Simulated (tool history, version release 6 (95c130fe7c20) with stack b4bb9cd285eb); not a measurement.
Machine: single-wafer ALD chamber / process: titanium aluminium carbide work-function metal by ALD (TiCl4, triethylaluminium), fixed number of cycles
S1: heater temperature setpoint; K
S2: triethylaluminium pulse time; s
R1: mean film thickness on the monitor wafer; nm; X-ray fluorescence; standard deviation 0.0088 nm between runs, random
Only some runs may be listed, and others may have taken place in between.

run	hour	S1	S2	R1
1	0.0	588.15	13.21	2.0214
2	2.1	588.15	11.83	1.9940
3	5.0	579.15	11.83	1.9529
4	10.7	579.15	13.62	1.9496
5	16.6	579.15	11.69	1.9237
6	22.8	575.15	10.12	1.8775
7	31.7	564.15	5.89	1.2857
8	32.7	570.15	6.06	1.3628
9	41.5	577.15	6.37	1.4798
10	47.0	581.15	6.60	1.5512

What does the tool deliver on the next run?
11	48.5	584.15	6.77	?

For run 11 the tool returned R1 1.5922 nm.

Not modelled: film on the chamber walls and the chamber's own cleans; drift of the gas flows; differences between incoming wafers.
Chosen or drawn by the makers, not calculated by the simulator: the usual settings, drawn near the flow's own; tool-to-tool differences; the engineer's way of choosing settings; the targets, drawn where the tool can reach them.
